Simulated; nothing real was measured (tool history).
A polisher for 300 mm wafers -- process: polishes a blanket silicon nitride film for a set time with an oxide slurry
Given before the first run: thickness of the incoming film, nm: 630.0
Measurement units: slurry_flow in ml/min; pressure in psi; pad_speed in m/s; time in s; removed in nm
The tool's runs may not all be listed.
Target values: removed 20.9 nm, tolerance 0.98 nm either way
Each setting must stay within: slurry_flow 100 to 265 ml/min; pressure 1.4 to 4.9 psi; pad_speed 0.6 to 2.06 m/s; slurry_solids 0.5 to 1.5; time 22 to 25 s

run  hour  slurry_flow  pressure  pad_speed  slurry_solids  time  removed
  1     0          170       3.1       1.32              1    25   13.512
  2   4.3          170       3.1       1.32              1    22   11.788
  3  11.5          170       3.1       1.18              1    22   10.819
  4    17          170       3.7       1.22              1    22   12.751
  5  17.6          170       3.7       1.22           0.85    22   11.991
  6    23          195       3.7       1.22           0.85    22   12.292
  7  29.8          195       4.1       1.34           0.85    22   14.354
  8  31.1          195       4.4       1.44           0.85    22   16.407
  9  32.2          195       4.6        1.5           0.85    22   17.425
 10  34.8          195       4.6        1.5           0.85    22   16.802
 11  37.1          200       4.7        1.6           0.85    22   18.704
 12  42.2          200       4.8       1.64           0.85    22   19.436
 13  47.9          200       4.8       1.66           0.85    22   19.955
 14  49.2          200       4.8       1.66           0.85    22   19.628
 15  57.7          200       4.8       1.68           0.85    22   19.702
 16  58.2          200       4.8        1.7           0.85    22   19.712
 17  61.7          200       4.8        1.7           0.85    22   19.599

Pick the move, out of 4, that brings all results within their allowed miss; only one does.
  A  65.2          210       4.7       1.64            0.8    22        ?
  B  65.2          215       4.1       1.76           0.95    22        ?
  C  65.2          185       4.8       1.56            0.9    24        ?
  D  65.2          180       4.9       1.52           0.85    22        ?

move  removed
   A   18.771
   B    18.87
   C   20.668
   D   18.441
A: misses by more than the last run did
B: misses by more than the last run did
C: all results land within tolerance of their targets
D: misses by more than the last run did
C meets every target.
